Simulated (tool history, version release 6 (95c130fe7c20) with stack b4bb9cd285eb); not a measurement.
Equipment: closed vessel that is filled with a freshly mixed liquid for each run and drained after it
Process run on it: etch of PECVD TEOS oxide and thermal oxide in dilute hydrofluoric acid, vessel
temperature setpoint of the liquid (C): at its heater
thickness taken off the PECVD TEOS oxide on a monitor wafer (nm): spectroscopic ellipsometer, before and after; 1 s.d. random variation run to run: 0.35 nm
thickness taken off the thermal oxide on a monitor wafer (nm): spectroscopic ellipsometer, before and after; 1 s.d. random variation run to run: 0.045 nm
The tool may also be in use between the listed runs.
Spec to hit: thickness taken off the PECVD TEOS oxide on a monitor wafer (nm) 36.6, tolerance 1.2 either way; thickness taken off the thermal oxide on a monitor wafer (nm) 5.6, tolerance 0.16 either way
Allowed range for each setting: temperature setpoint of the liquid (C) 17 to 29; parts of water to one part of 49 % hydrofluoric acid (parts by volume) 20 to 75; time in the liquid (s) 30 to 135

run	day	temperature setpoint of the liquid (C)	parts of water to one part of 49 % hydrofluoric acid (parts by volume)	time in the liquid (s)	thickness taken off the PECVD TEOS oxide on a monitor wafer (nm)	thickness taken off the thermal oxide on a monitor wafer (nm)
1	0	21	45	70	43.247	6.6098
2	0.35	20	45	70	41.858	6.4363
3	0.7	22	45	70	44.66	6.9785
4	0.758	21	45	70	43.44	6.5308
5	1.021	20.5	45	70	41.931	6.5738
6	1.275	20	45	70	41.429	6.4515
7	1.383	19.5	45	70	40.253	6.2128
8	1.429	19	45	70	39.842	6.0827
9	1.625	18.5	45	70	38.915	5.9927
10	1.846	18	45	70	38.328	5.8528

Next run, 5 choices. One meets every target within its allowed miss, the rest don't. Which?
A	2.067	25.5	50	60	?	?
B	2.067	20.5	65	95	?	?
C	2.067	23.5	50	55	?	?
D	2.067	22.5	45	55	?	?
E	2.067	21.5	55	80	?	?

move	thickness taken off the PECVD TEOS oxide on a monitor wafer (nm)	thickness taken off the thermal oxide on a monitor wafer (nm)
A	39.853	6.1503
B	38.741	5.9786
C	33.657	5.194
D	36.107	5.5722
E	40.694	6.2801
A: further off than the last run
B: further off than the last run
C: pushes the last run's worst result past its target
D: each result inside its tolerance
E: further off than the last run
Correct choice: D, which meets every target

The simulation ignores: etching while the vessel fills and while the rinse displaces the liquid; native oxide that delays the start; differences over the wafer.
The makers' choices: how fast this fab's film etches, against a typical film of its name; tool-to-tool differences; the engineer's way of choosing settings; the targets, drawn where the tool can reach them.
